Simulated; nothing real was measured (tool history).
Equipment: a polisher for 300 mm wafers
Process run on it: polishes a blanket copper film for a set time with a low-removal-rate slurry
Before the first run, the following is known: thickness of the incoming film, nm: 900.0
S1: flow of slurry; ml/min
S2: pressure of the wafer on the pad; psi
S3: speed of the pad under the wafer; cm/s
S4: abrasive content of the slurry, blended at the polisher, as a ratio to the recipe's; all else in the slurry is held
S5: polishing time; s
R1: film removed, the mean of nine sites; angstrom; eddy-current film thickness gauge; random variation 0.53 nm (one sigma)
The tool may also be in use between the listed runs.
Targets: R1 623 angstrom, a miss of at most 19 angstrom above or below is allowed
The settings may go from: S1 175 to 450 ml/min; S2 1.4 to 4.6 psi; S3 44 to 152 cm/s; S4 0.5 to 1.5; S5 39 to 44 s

Run 1, day 0: S1 290 ml/min, S2 3 psi, S3 98 cm/s, S4 1, S5 44 s. Result: R1 1507.8 angstrom.
Run 2, day 0.208: S1 290 ml/min, S2 2.7 psi, S3 92 cm/s, S4 1, S5 44 s. Result: R1 1317 angstrom.
Run 3, day 0.354: S1 290 ml/min, S2 2.5 psi, S3 86 cm/s, S4 1, S5 44 s. Result: R1 1196.6 angstrom.
Run 4, day 0.388: S1 290 ml/min, S2 2.3 psi, S3 80 cm/s, S4 1, S5 44 s. Result: R1 1046.6 angstrom.
Run 5, day 0.65: S1 290 ml/min, S2 2.2 psi, S3 76 cm/s, S4 1, S5 44 s. Result: R1 998.56 angstrom.
Run 6, day 0.854: S1 290 ml/min, S2 2.1 psi, S3 72 cm/s, S4 1, S5 44 s. Result: R1 915.41 angstrom.
Run 7, day 1.225: S1 290 ml/min, S2 2 psi, S3 70 cm/s, S4 1, S5 44 s. Result: R1 883.01 angstrom.
Run 8, day 1.562: S1 285 ml/min, S2 1.4 psi, S3 50 cm/s, S4 1, S5 44 s. Result: R1 556.1 angstrom.
Run 9, day 1.688: S1 290 ml/min, S2 1.4 psi, S3 50 cm/s, S4 1, S5 44 s. Result: R1 563.34 angstrom.
Run 10, day 1.95: S1 295 ml/min, S2 1.4 psi, S3 50 cm/s, S4 1, S5 44 s. Result: R1 556.15 angstrom.
Run 11, day 2.212: S1 295 ml/min, S2 1.5 psi, S3 50 cm/s, S4 1, S5 44 s. Result: R1 588.15 angstrom.
Run 12, day 2.425: S1 300 ml/min, S2 1.5 psi, S3 50 cm/s, S4 1, S5 44 s. Result: R1 578.44 angstrom.
Run 13, day 2.692: S1 300 ml/min, S2 1.6 psi, S3 50 cm/s, S4 1, S5 44 s. Result: R1 603.59 angstrom.

5 candidate next runs follow, results not yet known. Just one meets every target within its allowed miss. Identify it.
Run A, day 2.958: S1 335 ml/min, S2 1.7 psi, S3 44 cm/s, S4 1.05, S5 44 s. Result: R1 ?.
Run B, day 2.958: S1 340 ml/min, S2 1.7 psi, S3 56 cm/s, S4 0.85, S5 39 s. Result: R1 ?.
Run C, day 2.958: S1 230 ml/min, S2 1.8 psi, S3 54 cm/s, S4 0.75, S5 44 s. Result: R1 ?.
Run D, day 2.958: S1 345 ml/min, S2 1.4 psi, S3 54 cm/s, S4 1.05, S5 42 s. Result: R1 ?.
Run E, day 2.958: S1 255 ml/min, S2 1.8 psi, S3 48 cm/s, S4 0.9, S5 43 s. Result: R1 ?.

move      R1
   A   577.4
   B   591.1
   C  627.46
   D  583.97
   E  586.72
A: the biggest miss grows against the last run
B: the biggest miss grows against the last run
C: in spec on every target
D: the biggest miss grows against the last run
E: the biggest miss grows against the last run
Go with C: it meets all targets.
